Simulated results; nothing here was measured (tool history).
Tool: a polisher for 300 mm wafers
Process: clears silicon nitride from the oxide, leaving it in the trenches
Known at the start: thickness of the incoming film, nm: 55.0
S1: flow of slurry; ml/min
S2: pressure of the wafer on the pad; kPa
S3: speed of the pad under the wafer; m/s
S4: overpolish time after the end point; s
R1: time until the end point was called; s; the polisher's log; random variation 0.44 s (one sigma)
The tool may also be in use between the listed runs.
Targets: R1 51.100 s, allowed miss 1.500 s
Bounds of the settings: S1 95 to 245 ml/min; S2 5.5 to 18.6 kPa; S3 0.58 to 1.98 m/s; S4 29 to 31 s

run	hour	S1	S2	S3	S4	R1
1	0.0	155	11.7	1.28	29	81.546
2	5.1	155	11.7	1.28	29	81.758
3	12.1	160	12.4	1.28	29	76.472
4	18.3	165	13.1	1.28	29	72.027
5	24.6	165	13.1	1.28	31	73.579
6	28.8	165	13.1	1.14	31	80.003
7	30.9	170	13.8	1.14	31	75.786
8	38.5	190	17.2	1.16	31	58.841

Which of these 5 next moves meets every target?
A	46.1	195	16.5	1.04	31	?
B	46.1	210	15.9	0.96	29	?
C	46.1	220	17.2	1.08	31	?
D	46.1	180	17.2	1.38	29	?
E	46.1	190	14.5	1.12	29	?

move	R1
A	67.957
B	75.512
C	62.035
D	50.712
E	72.547
A: further off than the last run
B: further off than the last run
C: further off than the last run
D: meets every target
E: further off than the last run
The right move is D.
